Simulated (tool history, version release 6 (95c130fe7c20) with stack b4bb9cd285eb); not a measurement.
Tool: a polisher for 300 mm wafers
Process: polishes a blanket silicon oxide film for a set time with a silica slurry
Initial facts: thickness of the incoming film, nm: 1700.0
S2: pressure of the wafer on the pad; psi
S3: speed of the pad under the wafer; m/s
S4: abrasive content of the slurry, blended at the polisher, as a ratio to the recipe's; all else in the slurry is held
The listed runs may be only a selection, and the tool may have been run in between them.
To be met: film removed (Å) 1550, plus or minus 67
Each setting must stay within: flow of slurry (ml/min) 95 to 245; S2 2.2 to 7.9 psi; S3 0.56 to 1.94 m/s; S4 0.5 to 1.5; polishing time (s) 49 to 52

{"run": 1, "hour": 0.0, "flow of slurry (ml/min)": 155, "S2": 5, "S3": 1.24, "S4": 1, "polishing time (s)": 49, "film removed (Å)": 2202.4}
{"run": 2, "hour": 6.4, "flow of slurry (ml/min)": 155, "S2": 5, "S3": 1.24, "S4": 1.1, "polishing time (s)": 49, "film removed (Å)": 2296.2}
{"run": 3, "hour": 14.1, "flow of slurry (ml/min)": 155, "S2": 4.5, "S3": 1.24, "S4": 1.1, "polishing time (s)": 49, "film removed (Å)": 2069.4}
{"run": 4, "hour": 16.1, "flow of slurry (ml/min)": 170, "S2": 4.5, "S3": 1.24, "S4": 1.1, "polishing time (s)": 49, "film removed (Å)": 2146.7}
{"run": 5, "hour": 21.6, "flow of slurry (ml/min)": 170, "S2": 4.5, "S3": 1.24, "S4": 1.1, "polishing time (s)": 49, "film removed (Å)": 2130.7}
{"run": 6, "hour": 22.5, "flow of slurry (ml/min)": 170, "S2": 4.5, "S3": 1.24, "S4": 1.1, "polishing time (s)": 49, "film removed (Å)": 2113.6}
{"run": 7, "hour": 25.0, "flow of slurry (ml/min)": 165, "S2": 4.1, "S3": 1.24, "S4": 1.1, "polishing time (s)": 49, "film removed (Å)": 1933.5}
{"run": 8, "hour": 29.7, "flow of slurry (ml/min)": 160, "S2": 3.9, "S3": 1.24, "S4": 1.1, "polishing time (s)": 49, "film removed (Å)": 1823.3}
{"run": 9, "hour": 34.5, "flow of slurry (ml/min)": 150, "S2": 3.8, "S3": 1.24, "S4": 1.1, "polishing time (s)": 49, "film removed (Å)": 1739.5}
{"run": 10, "hour": 40.1, "flow of slurry (ml/min)": 140, "S2": 3.7, "S3": 1.24, "S4": 1.1, "polishing time (s)": 49, "film removed (Å)": 1697.2}
{"run": 11, "hour": 49.1, "flow of slurry (ml/min)": 140, "S2": 3.2, "S3": 1.24, "S4": 1.1, "polishing time (s)": 49, "film removed (Å)": 1452.8}

4 next moves are on the table. One of them brings every result within its allowed miss. Which?
{"run": "A", "hour": 58.1, "flow of slurry (ml/min)": 130, "S2": 2.9, "S3": 1.16, "S4": 1.2, "polishing time (s)": 51, "film removed (Å)": "?"}
{"run": "B", "hour": 58.1, "flow of slurry (ml/min)": 150, "S2": 3.6, "S3": 0.92, "S4": 1.15, "polishing time (s)": 51, "film removed (Å)": "?"}
{"run": "C", "hour": 58.1, "flow of slurry (ml/min)": 135, "S2": 2.6, "S3": 1.62, "S4": 1.25, "polishing time (s)": 49, "film removed (Å)": "?"}
{"run": "D", "hour": 58.1, "flow of slurry (ml/min)": 150, "S2": 2.9, "S3": 1.38, "S4": 1.05, "polishing time (s)": 49, "film removed (Å)": "?"}

move=A film_removed_(Å)=1331.6
move=B film_removed_(Å)=1380.8
move=C film_removed_(Å)=1540.9
move=D film_removed_(Å)=1446.5
A: moves away from the targets compared with the last run
B: moves away from the targets compared with the last run
C: in spec on every target
D: moves away from the targets compared with the last run
Go with C: it meets all targets.
